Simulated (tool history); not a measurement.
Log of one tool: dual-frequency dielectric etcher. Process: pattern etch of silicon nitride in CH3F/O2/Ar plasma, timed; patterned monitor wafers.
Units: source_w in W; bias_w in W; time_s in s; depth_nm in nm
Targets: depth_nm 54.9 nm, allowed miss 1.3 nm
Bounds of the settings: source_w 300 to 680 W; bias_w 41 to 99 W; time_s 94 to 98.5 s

| run | hour | source_w | bias_w | time_s | depth_nm |
|---|---|---|---|---|---|
| 1 | 0 | 490 | 70 | 94 | 68.213 |
| 2 | 5.9 | 520 | 70 | 94 | 69.565 |
| 3 | 9.3 | 490 | 67 | 94 | 66.332 |
| 4 | 11.8 | 470 | 66 | 94 | 64.564 |
| 5 | 15.6 | 470 | 66 | 94 | 65.202 |
| 6 | 16.4 | 450 | 65 | 94 | 63.354 |
| 7 | 22.5 | 430 | 64 | 94 | 62.234 |
| 8 | 28.1 | 410 | 63 | 94 | 60.231 |
| 9 | 33.3 | 400 | 63 | 94 | 59.604 |
|  | 37.6 | source power generator calibrated |
| 10 | 37.6 | 390 | 63 | 94 | 57.786 |
| 11 | 42.1 | 380 | 63 | 94 | 57.721 |
| 12 | 50.1 | 370 | 63 | 94 | 56.493 |

4 next moves are on the table. One of them brings every result within its allowed miss. Which?
| A | 58.1 | 360 | 66 | 94 | ? |
| B | 58.1 | 360 | 61 | 94 | ? |
| C | 58.1 | 410 | 64 | 94 | ? |
| D | 58.1 | 400 | 62 | 94 | ? |

| move | depth_nm |
|---|---|
| A | 57.21 |
| B | 55.371 |
| C | 59.646 |
| D | 58.27 |
A: further off than the last run
B: meets every target
C: further off than the last run
D: further off than the last run
The right move is B.
